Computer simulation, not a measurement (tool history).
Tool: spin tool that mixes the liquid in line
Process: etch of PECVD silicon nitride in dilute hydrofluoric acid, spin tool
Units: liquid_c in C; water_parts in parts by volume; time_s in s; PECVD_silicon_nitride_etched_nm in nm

run,hour,liquid_c,water_parts,time_s,PECVD_silicon_nitride_etched_nm
1,0,20,50,285,24.698
2,5.4,20,40,285,30.851
3,9.4,19.5,45,285,26.289
4,16.7,19,50,285,22.748
5,18.5,18.5,50,285,22.306
6,22.6,17.5,60,285,17.44
7,31.2,17.5,60,285,17.237
8,38.6,17,65,285,15.758

Forecast run 9:
9,41.4,17,70,285,?

Run 9 gave PECVD_silicon_nitride_etched_nm 14.607 nm.

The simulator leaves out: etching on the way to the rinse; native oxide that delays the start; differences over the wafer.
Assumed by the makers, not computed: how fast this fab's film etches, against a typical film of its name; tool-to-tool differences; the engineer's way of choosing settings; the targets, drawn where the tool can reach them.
